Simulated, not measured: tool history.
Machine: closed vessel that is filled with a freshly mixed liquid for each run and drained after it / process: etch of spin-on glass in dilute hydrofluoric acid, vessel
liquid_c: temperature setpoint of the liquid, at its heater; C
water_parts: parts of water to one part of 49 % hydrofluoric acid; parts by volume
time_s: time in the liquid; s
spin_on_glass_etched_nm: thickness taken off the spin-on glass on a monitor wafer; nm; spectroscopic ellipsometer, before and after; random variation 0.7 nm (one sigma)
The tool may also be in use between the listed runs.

run 1 day=0.000 | liquid_c=26.0 water_parts=65 time_s=95 | spin_on_glass_etched_nm=53.191
run 2 day=0.117 | liquid_c=28.5 water_parts=65 time_s=95 | spin_on_glass_etched_nm=59.211
run 3 day=0.425 | liquid_c=30.0 water_parts=60 time_s=95 | spin_on_glass_etched_nm=68.197
run 4 day=0.629 | liquid_c=31.0 water_parts=55 time_s=95 | spin_on_glass_etched_nm=78.574
run 5 day=0.817 | liquid_c=31.0 water_parts=55 time_s=95 | spin_on_glass_etched_nm=77.601
run 6 day=1.171 | liquid_c=31.0 water_parts=55 time_s=95 | spin_on_glass_etched_nm=78.702
run 7 day=1.404 | liquid_c=34.0 water_parts=45 time_s=95 | spin_on_glass_etched_nm=109.800
run 8 day=1.496 | liquid_c=33.5 water_parts=45 time_s=95 | spin_on_glass_etched_nm=106.880

Expected results for the next run?
run 9 day=1.833 | liquid_c=33.0 water_parts=45 time_s=95 | spin_on_glass_etched_nm=?

spin_on_glass_etched_nm: 104.300 nm

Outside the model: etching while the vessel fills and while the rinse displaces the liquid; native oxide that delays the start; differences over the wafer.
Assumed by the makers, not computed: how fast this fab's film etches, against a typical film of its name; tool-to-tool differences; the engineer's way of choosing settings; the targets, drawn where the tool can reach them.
